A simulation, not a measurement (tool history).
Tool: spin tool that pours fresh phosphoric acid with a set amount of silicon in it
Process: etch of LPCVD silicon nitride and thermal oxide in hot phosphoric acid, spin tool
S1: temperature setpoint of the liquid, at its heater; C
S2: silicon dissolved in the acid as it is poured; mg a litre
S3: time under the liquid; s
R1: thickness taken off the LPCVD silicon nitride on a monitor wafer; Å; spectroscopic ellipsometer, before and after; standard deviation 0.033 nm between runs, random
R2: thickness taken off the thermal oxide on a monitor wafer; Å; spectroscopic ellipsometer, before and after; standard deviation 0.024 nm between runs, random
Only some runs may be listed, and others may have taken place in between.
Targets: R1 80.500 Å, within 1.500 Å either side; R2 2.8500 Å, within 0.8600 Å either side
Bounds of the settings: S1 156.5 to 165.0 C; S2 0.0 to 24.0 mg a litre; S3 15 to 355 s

run  hour     S1    S2   S3       R1      R2
  1   0.0  160.0  10.5  180  154.560  4.8792
  2   3.6  159.5   9.5  170  143.370  3.8675
  3   7.5  160.5   9.5  170  148.240  4.0628
  4  12.5  160.5  15.0  170  148.340  4.0275
  5  16.0  160.0  13.5  160  137.530  3.6032
  6  19.7  160.0  12.0  150  128.730  3.7350
  7  25.2  159.5  11.0  145  121.980  3.5335
     29.3  -- dissolved silicon flow meter replaced
  8  29.3  159.0  10.0  140  114.890  3.3603

4 next moves are on the table. One of them brings every result within its allowed miss. Which?
  A  33.4  157.0   6.5  255   ?   ?
  B  33.4  159.5   0.0   95   ?   ?
  C  33.4  159.0  12.0  190   ?   ?
  D  33.4  160.5   0.0  160   ?   ?

move       R1      R2
   A  198.600  4.9443
   B   80.523  2.5178
   C  158.350  3.7932
   D  140.250  4.5666
A: further off than the last run
B: hits every target within its allowed miss
C: further off than the last run
D: further off than the last run
Move B is the one to make.
